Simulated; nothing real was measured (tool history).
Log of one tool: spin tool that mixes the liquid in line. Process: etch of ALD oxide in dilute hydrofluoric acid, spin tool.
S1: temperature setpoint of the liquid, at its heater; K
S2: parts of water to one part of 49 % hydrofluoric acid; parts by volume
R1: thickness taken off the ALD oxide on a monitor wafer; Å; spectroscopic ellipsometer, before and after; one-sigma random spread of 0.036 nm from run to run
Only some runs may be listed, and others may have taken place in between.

{"run": 1, "day": 0.0, "S1": 298.15, "S2": 130, "time under the liquid (s)": 15, "R1": 22.74}
{"run": 2, "day": 0.067, "S1": 300.65, "S2": 110, "time under the liquid (s)": 15, "R1": 30.238}
{"run": 3, "day": 0.312, "S1": 300.65, "S2": 135, "time under the liquid (s)": 15, "R1": 24.041}
{"run": 4, "day": 0.404, "S1": 300.65, "S2": 135, "time under the liquid (s)": 15, "R1": 23.716}
{"run": 5, "day": 0.646, "S1": 302.65, "S2": 135, "time under the liquid (s)": 15, "R1": 25.821}
{"run": 6, "day": 0.862, "S1": 303.65, "S2": 115, "time under the liquid (s)": 15, "R1": 31.932}
{"run": 7, "day": 0.9, "S1": 304.65, "S2": 100, "time under the liquid (s)": 15, "R1": 39.296}
{"run": 8, "day": 1.0, "S1": 305.15, "S2": 90, "time under the liquid (s)": 15, "R1": 45.042}
{"run": 9, "day": 1.071, "S1": 305.65, "S2": 85, "time under the liquid (s)": 15, "R1": 49.101}
{"day": 1.296, "done": "thermometer replaced"}
{"run": 10, "day": 1.296, "S1": 306.15, "S2": 80, "time under the liquid (s)": 15, "R1": 58.001}

Run 11, settings as shown, results not yet in. Your forecast:
{"run": 11, "day": 1.538, "S1": 305.65, "S2": 80, "time under the liquid (s)": 15, "R1": "?"}

{"run 11": {"R1": 56.34}}

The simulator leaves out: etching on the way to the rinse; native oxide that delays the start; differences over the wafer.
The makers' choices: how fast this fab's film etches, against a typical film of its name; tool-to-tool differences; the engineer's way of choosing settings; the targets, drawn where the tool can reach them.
